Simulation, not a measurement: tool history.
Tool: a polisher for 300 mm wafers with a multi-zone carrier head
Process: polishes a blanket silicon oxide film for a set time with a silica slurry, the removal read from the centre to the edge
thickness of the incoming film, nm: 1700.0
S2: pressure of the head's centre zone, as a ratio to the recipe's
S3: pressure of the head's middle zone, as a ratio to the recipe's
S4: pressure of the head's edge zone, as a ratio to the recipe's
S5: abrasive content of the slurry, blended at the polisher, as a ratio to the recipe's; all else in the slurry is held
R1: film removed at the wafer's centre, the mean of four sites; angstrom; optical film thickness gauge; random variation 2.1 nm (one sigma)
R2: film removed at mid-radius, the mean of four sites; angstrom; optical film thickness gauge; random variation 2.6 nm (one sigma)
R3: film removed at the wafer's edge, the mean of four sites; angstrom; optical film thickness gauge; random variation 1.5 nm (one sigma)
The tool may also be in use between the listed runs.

run 1 hour=0.0 | flow_of_slurry_(ml/min)=275 S2=1.00 S3=1.00 S4=1.00 S5=1.00 polishing_time_(s)=47 | R1=1402.1 R2=1366.7 R3=1392.2
run 2 hour=2.6 | flow_of_slurry_(ml/min)=210 S2=1.00 S3=1.00 S4=1.00 S5=1.00 polishing_time_(s)=47 | R1=1355.6 R2=1328.2 R3=1368.4
run 3 hour=7.7 | flow_of_slurry_(ml/min)=210 S2=1.00 S3=1.00 S4=1.00 S5=0.95 polishing_time_(s)=47 | R1=1329.6 R2=1310.2 R3=1341.2
run 4 hour=15.6 | flow_of_slurry_(ml/min)=210 S2=1.00 S3=1.00 S4=1.00 S5=0.95 polishing_time_(s)=55 | R1=1546.5 R2=1520.3 R3=1562.0
run 5 hour=22.1 | flow_of_slurry_(ml/min)=210 S2=1.00 S3=1.00 S4=1.02 S5=1.00 polishing_time_(s)=55 | R1=1603.3 R2=1558.5 R3=1629.3
run 6 hour=22.8 | flow_of_slurry_(ml/min)=165 S2=1.00 S3=1.00 S4=1.02 S5=1.00 polishing_time_(s)=55 | R1=1561.3 R2=1536.8 R3=1588.9
run 7 hour=29.4 | flow_of_slurry_(ml/min)=175 S2=1.00 S3=1.00 S4=1.04 S5=1.05 polishing_time_(s)=55 | R1=1603.3 R2=1587.2 R3=1631.6
run 8 hour=38.2 | flow_of_slurry_(ml/min)=165 S2=0.92 S3=0.90 S4=1.14 S5=1.30 polishing_time_(s)=57 | R1=1662.6 R2=1655.9 R3=2002.7
run 9 hour=45.4 | flow_of_slurry_(ml/min)=175 S2=0.93 S3=0.91 S4=1.15 S5=1.30 polishing_time_(s)=57 | R1=1745.0 R2=1671.3 R3=1987.8
run 10 hour=51.3 | flow_of_slurry_(ml/min)=180 S2=0.93 S3=0.91 S4=1.15 S5=1.30 polishing_time_(s)=57 | R1=1696.6 R2=1673.1 R3=2000.1
run 11 hour=54.0 | flow_of_slurry_(ml/min)=180 S2=0.93 S3=0.91 S4=1.15 S5=1.30 polishing_time_(s)=57 | R1=1708.7 R2=1682.8 R3=2000.4
run 12 hour=61.1 | flow_of_slurry_(ml/min)=185 S2=0.93 S3=0.91 S4=1.15 S5=1.30 polishing_time_(s)=57 | R1=1710.2 R2=1654.6 R3=2000.1
run 13 hour=62.4 | flow_of_slurry_(ml/min)=185 S2=0.93 S3=0.92 S4=1.15 S5=1.30 polishing_time_(s)=57 | R1=1725.1 R2=1679.7 R3=2009.2
run 14 hour=66.5 | flow_of_slurry_(ml/min)=190 S2=0.93 S3=0.93 S4=1.15 S5=1.30 polishing_time_(s)=57 | R1=1734.4 R2=1702.9 R3=1987.0
run 15 hour=69.1 | flow_of_slurry_(ml/min)=200 S2=0.92 S3=0.94 S4=1.16 S5=1.40 polishing_time_(s)=57 | R1=1794.6 R2=1761.2 R3=2074.5

Forecast run 16:
run 16 hour=69.7 | flow_of_slurry_(ml/min)=200 S2=0.92 S3=0.97 S4=1.17 S5=1.45 polishing_time_(s)=57 | R1=? R2=? R3=?

Run 16 gave R1 1787.4 angstrom, R2 1856.7 angstrom, R3 2114.6 angstrom.
